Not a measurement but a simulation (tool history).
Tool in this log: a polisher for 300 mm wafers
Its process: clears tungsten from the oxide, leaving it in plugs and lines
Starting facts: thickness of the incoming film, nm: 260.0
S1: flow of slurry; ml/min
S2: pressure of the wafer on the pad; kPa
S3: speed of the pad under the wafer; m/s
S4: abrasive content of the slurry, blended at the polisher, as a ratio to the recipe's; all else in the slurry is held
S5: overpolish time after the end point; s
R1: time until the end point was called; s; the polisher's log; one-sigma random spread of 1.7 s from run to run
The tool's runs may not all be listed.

run,hour,S1,S2,S3,S4,S5,R1
1,0.0,205,15.9,1.18,1.0,8,60.846
2,7.5,205,15.9,1.18,0.9,8,61.176
3,14.3,205,14.5,1.16,0.9,8,67.388
4,17.0,205,13.8,1.14,0.9,8,74.201
5,20.3,205,13.8,1.14,0.9,8,73.125
6,25.8,205,13.1,1.12,0.9,8,78.693
7,31.1,205,12.4,1.12,0.9,8,80.437

Predict the results of run 8:
8,34.8,205,11.7,1.10,0.9,8,?

For run 8 the tool returned R1 89.297 s.
